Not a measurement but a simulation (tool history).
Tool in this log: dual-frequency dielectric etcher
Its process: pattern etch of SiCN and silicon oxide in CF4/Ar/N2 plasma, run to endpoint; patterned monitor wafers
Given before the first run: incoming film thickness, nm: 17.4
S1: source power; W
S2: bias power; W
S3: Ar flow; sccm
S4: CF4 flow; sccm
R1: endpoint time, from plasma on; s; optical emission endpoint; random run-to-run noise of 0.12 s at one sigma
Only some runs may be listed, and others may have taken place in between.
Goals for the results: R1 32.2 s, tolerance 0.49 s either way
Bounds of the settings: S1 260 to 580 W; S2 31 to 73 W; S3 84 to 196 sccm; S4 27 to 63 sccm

{"run": 1, "day": 0.0, "S1": 420, "S2": 52, "S3": 140, "S4": 45, "R1": 28.42}
{"run": 2, "day": 0.038, "S1": 490, "S2": 52, "S3": 140, "S4": 45, "R1": 23.911}
{"run": 3, "day": 0.296, "S1": 490, "S2": 52, "S3": 155, "S4": 45, "R1": 24.117}
{"run": 4, "day": 0.404, "S1": 490, "S2": 52, "S3": 174, "S4": 45, "R1": 24.685}
{"run": 5, "day": 0.608, "S1": 490, "S2": 52, "S3": 162, "S4": 45, "R1": 24.315}
{"run": 6, "day": 0.696, "S1": 490, "S2": 56, "S3": 162, "S4": 45, "R1": 24.011}
{"run": 7, "day": 0.767, "S1": 470, "S2": 56, "S3": 162, "S4": 45, "R1": 24.963}
{"run": 8, "day": 1.012, "S1": 450, "S2": 56, "S3": 162, "S4": 45, "R1": 26.254}
{"run": 9, "day": 1.258, "S1": 370, "S2": 55, "S3": 162, "S4": 45, "R1": 32.823}

Which of these 4 next moves meets every target?
{"run": "A", "day": 1.504, "S1": 360, "S2": 60, "S3": 155, "S4": 44, "R1": "?"}
{"run": "B", "day": 1.504, "S1": 380, "S2": 51, "S3": 154, "S4": 46, "R1": "?"}
{"run": "C", "day": 1.504, "S1": 350, "S2": 54, "S3": 131, "S4": 51, "R1": "?"}
{"run": "D", "day": 1.504, "S1": 370, "S2": 65, "S3": 185, "S4": 37, "R1": "?"}

move=A R1=32.99
move=B R1=32.091
move=C R1=33.303
move=D R1=33.133
A: further off than the last run
B: every result lands within tolerance
C: further off than the last run
D: further off than the last run
Correct choice: B, which meets every target

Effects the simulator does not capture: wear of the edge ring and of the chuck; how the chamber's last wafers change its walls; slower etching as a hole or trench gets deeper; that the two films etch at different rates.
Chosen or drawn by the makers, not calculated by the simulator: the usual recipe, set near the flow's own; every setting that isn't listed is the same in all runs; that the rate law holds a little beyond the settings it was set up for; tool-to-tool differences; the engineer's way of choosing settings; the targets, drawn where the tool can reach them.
